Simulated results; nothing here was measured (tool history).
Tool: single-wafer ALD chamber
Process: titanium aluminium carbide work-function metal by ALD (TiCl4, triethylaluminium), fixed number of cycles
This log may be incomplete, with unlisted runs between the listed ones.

run	hour	heater temperature setpoint (°C)	triethylaluminium pulse time (s)	mean film thickness on the monitor wafer (Å)
1	0	280	8.19	16.32
2	2.6	276	7.23	15.675
3	8.3	285	7.23	16.414
4	13.1	280	6.4	15.315
5	19.1	277	6.01	14.604
6	21.7	275	5.87	14.265
7	28.8	273	5.78	14.145

What does the tool deliver on the next run?
8	36.3	271	5.68	?

mean film thickness on the monitor wafer (Å): 13.897
